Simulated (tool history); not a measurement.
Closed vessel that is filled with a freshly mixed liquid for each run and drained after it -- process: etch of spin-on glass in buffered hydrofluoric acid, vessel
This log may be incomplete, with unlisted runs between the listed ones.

| run | day | temperature setpoint of the liquid (K) | parts of 40 % ammonium fluoride to one part of 49 % hydrofluoric acid (parts by volume) | time in the liquid (s) | thickness taken off the spin-on glass on a monitor wafer (angstrom) |
|---|---|---|---|---|---|
| 1 | 0 | 297.15 | 14.5 | 105 | 2459.6 |
| 2 | 0.379 | 299.15 | 13 | 105 | 3086.4 |
| 3 | 0.612 | 299.15 | 11 | 105 | 3629.4 |
| 4 | 0.712 | 300.65 | 10.5 | 105 | 4116.8 |
| 5 | 1.083 | 299.15 | 10.5 | 105 | 3787.5 |
| 6 | 1.254 | 296.15 | 10.5 | 105 | 3163.5 |
| 7 | 1.588 | 298.15 | 10 | 105 | 3780.8 |
| 8 | 1.95 | 299.65 | 9.5 | 105 | 4202 |
| 9 | 2.133 | 301.15 | 9.5 | 105 | 4595 |
| 10 | 2.375 | 302.15 | 9.5 | 105 | 4831.9 |
| 11 | 2.592 | 302.65 | 9.5 | 105 | 4968.9 |

For run 12, what comes out?
| 12 | 2.7 | 303.15 | 9.5 | 105 | ? |

thickness taken off the spin-on glass on a monitor wafer (angstrom): 5076.5
